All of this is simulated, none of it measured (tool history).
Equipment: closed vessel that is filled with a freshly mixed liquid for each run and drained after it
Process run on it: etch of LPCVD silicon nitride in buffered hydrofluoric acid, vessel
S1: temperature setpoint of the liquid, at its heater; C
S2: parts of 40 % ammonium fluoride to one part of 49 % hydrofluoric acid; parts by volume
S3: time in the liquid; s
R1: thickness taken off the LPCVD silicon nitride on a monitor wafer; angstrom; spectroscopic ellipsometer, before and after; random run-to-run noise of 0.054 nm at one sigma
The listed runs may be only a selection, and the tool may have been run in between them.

| run | hour | S1 | S2 | S3 | R1 |
|---|---|---|---|---|---|
| 1 | 0 | 21 | 9 | 225 | 32.651 |
| 2 | 8.8 | 21 | 6.5 | 225 | 45.57 |
| 3 | 16 | 22.5 | 6.5 | 225 | 49.835 |
| 4 | 24 | 24 | 6.5 | 225 | 54.516 |
| 5 | 29.4 | 24 | 8.5 | 225 | 41.052 |
| 6 | 34.8 | 24 | 8.5 | 135 | 24.432 |
| 7 | 36.7 | 24 | 7.5 | 160 | 34.003 |
| 8 | 45.5 | 25.5 | 7 | 180 | 43.706 |
| 9 | 53.1 | 26.5 | 6.5 | 180 | 49.465 |
| 10 | 56.9 | 27 | 6 | 180 | 55.288 |
| 11 | 60.8 | 27.5 | 6 | 180 | 57.007 |
| 12 | 62.4 | 28 | 6 | 180 | 57.578 |
| 13 | 68.3 | 28.5 | 5.5 | 180 | 64.09 |

Forecast run 14:
| 14 | 73.7 | 28.5 | 5.5 | 180 | ? |

R1: 63.064 angstrom
